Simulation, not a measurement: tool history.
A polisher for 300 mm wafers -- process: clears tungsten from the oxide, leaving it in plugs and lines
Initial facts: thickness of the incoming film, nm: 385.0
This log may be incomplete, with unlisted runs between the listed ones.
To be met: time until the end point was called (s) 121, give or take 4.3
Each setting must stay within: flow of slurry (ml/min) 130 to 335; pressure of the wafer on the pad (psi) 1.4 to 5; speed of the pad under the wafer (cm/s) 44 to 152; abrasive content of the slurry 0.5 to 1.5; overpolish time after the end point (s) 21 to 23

run,hour,flow of slurry (ml/min),pressure of the wafer on the pad (psi),speed of the pad under the wafer (cm/s),abrasive content of the slurry,overpolish time after the end point (s),time until the end point was called (s)
1,0,215,3.2,98,1,21,89.952
2,1.9,215,3,98,1,21,95.652
3,10,215,3,118,1,21,80.488
4,16.4,215,2.4,118,1,21,99.913
5,18,215,2.3,118,1,21,100.78
6,23.8,215,2.3,132,1,21,92.454
7,32,215,2.1,132,1,21,99.9
8,37.6,215,2,132,1,21,104.58
9,45.6,215,1.9,132,1,21,108.54
10,52.4,210,1.5,132,1,21,136.84
11,57,220,1.5,132,1,21,135.07
12,57.6,220,1.6,132,1,21,128.97

Consider the 5 candidate settings below. Which is the only one whose results all fall within their allowed miss of target?
A,58.2,150,1.7,124,1.05,21,?
B,58.2,245,1.6,128,1.2,21,?
C,58.2,210,1.6,130,1,21,?
D,58.2,260,1.9,124,0.75,22,?
E,58.2,205,1.8,140,1.1,23,?

move,time until the end point was called (s)
A,134.41
B,126.47
C,131.24
D,120.33
E,107.53
A: lands further from the targets than the last run did
B: better than the last run, though not everything is in spec
C: lands further from the targets than the last run did
D: hits every target within its allowed miss
E: the result that was furthest off in the last run now lies on the other side of its target
So the answer is move D, the one that meets all the targets.

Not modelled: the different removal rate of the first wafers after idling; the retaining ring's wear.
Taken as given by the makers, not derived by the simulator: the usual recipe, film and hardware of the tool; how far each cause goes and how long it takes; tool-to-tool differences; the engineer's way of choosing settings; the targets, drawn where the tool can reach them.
